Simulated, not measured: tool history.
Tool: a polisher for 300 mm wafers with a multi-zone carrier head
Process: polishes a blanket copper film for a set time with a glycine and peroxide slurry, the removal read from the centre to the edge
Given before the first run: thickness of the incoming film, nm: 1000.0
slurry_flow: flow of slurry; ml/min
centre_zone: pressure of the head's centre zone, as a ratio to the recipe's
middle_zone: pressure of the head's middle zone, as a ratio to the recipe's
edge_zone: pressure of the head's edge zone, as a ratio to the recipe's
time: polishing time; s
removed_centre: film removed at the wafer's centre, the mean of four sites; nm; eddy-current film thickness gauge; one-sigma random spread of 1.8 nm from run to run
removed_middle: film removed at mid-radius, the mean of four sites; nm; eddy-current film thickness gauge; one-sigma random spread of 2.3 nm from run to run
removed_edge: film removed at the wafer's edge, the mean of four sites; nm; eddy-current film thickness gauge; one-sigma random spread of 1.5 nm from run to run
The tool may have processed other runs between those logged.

run 1 day=0.000 | slurry_flow=215 centre_zone=1.00 middle_zone=1.00 edge_zone=1.00 time=43 | removed_centre=242.82 removed_middle=249.95 removed_edge=255.01
run 2 day=0.054 | slurry_flow=215 centre_zone=1.00 middle_zone=1.00 edge_zone=1.00 time=53 | removed_centre=302.07 removed_middle=311.95 removed_edge=314.36
run 3 day=0.242 | slurry_flow=215 centre_zone=1.06 middle_zone=1.00 edge_zone=1.00 time=53 | removed_centre=322.70 removed_middle=309.58 removed_edge=311.79
run 4 day=0.546 | slurry_flow=165 centre_zone=1.06 middle_zone=1.00 edge_zone=1.00 time=53 | removed_centre=309.17 removed_middle=299.87 removed_edge=305.15
run 5 day=0.571 | slurry_flow=170 centre_zone=1.05 middle_zone=1.02 edge_zone=0.97 time=46 | removed_centre=269.57 removed_middle=264.06 removed_edge=261.81
run 6 day=0.871 | slurry_flow=175 centre_zone=1.03 middle_zone=1.04 edge_zone=0.94 time=41 | removed_centre=233.21 removed_middle=240.02 removed_edge=230.49
run 7 day=1.229 | slurry_flow=175 centre_zone=1.03 middle_zone=1.05 edge_zone=0.92 time=38 | removed_centre=215.46 removed_middle=230.90 removed_edge=207.46
run 8 day=1.350 | slurry_flow=175 centre_zone=1.02 middle_zone=1.03 edge_zone=0.90 time=36 | removed_centre=203.97 removed_middle=207.12 removed_edge=200.72

What will run 9 give?
run 9 day=1.375 | slurry_flow=175 centre_zone=1.02 middle_zone=1.04 edge_zone=0.88 time=35 | removed_centre=? removed_middle=? removed_edge=?

removed_centre: 196.01 nm
removed_middle: 206.76 nm
removed_edge: 191.71 nm
